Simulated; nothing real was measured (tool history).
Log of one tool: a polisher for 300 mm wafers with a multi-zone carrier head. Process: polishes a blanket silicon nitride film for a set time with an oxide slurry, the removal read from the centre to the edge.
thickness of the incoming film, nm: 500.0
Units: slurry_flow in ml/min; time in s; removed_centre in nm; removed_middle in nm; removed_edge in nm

run  hour  slurry_flow  centre_zone  middle_zone  edge_zone  slurry_solids  time  removed_centre  removed_middle  removed_edge
  1     0          270            1            1          1              1    58          24.284          24.976        26.021
  2   4.1          270            1            1       0.91              1    58          24.868          24.789        24.534
  3   7.6          265         0.98         0.98        0.9            0.9    55          21.683          22.028        22.747
  4  10.2          265         0.98         1.06        0.9            0.9    55          22.049          23.926        22.671
  5  15.5          265         0.98         1.06        0.9           0.75    55           20.65          22.376        20.778
  6  18.9          315         0.98         1.06        0.9           0.75    55          21.475          22.819        21.242
     24.2  -- slurry nozzle cleaned
  7  24.2          310         0.97         1.03       0.89            0.7    52          20.263          20.884        20.096
  8  26.7          285         0.88         0.93       0.87            0.5    36          11.068          11.893        12.018
  9  34.9          300          0.9         0.94        0.9            0.5    36          11.571          12.112        12.334

The next listed run, before its measurement:
 10  36.1          315         0.91         0.95       0.93            0.5    36               ?               ?             ?

removed_centre: 11.695 nm
removed_middle: 12.226 nm
removed_edge: 12.807 nm

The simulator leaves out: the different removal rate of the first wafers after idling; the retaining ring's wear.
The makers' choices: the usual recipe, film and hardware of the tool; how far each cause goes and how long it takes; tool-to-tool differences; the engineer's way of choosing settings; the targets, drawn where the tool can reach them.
